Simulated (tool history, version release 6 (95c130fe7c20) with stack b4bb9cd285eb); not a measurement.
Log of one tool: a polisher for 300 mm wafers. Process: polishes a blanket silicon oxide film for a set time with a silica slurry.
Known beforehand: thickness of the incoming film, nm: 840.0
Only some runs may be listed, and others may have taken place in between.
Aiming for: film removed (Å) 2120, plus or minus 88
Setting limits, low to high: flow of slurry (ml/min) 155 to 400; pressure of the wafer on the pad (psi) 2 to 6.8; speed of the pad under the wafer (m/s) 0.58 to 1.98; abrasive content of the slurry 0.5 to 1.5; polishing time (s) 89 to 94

run,hour,flow of slurry (ml/min),pressure of the wafer on the pad (psi),speed of the pad under the wafer (m/s),abrasive content of the slurry,polishing time (s),film removed (Å)
1,0,255,4.4,1.28,1,89,2925.1
2,2.9,255,4.1,1.28,1,89,2713.5
3,8.3,255,3.9,1.28,1,89,2536.5
4,15,255,3.8,1.28,1,89,2464.4
5,21,255,3.8,1.28,1,89,2526.3
6,26.9,255,3.7,1.28,1,89,2441.3
7,30.2,255,3.6,1.28,1,89,2346.2
8,33.6,255,3.5,1.28,1,89,2382.7
9,41.9,255,3.4,1.28,1,89,2289

4 next moves are on the table. One of them brings every result within its allowed miss. Which?
A,50.2,240,3.7,1.04,0.85,91,?
B,50.2,250,4.3,0.94,0.95,94,?
C,50.2,235,3.1,1.22,1.1,92,?
D,50.2,205,3.7,0.98,1.05,89,?

move,film removed (Å)
A,1974.3
B,2307.3
C,2152.1
D,1991.3
A: the result that was furthest off in the last run now lies on the other side of its target
B: further off than the last run
C: every result within its allowed miss
D: the result that was furthest off in the last run now lies on the other side of its target
The move that meets every target is C.

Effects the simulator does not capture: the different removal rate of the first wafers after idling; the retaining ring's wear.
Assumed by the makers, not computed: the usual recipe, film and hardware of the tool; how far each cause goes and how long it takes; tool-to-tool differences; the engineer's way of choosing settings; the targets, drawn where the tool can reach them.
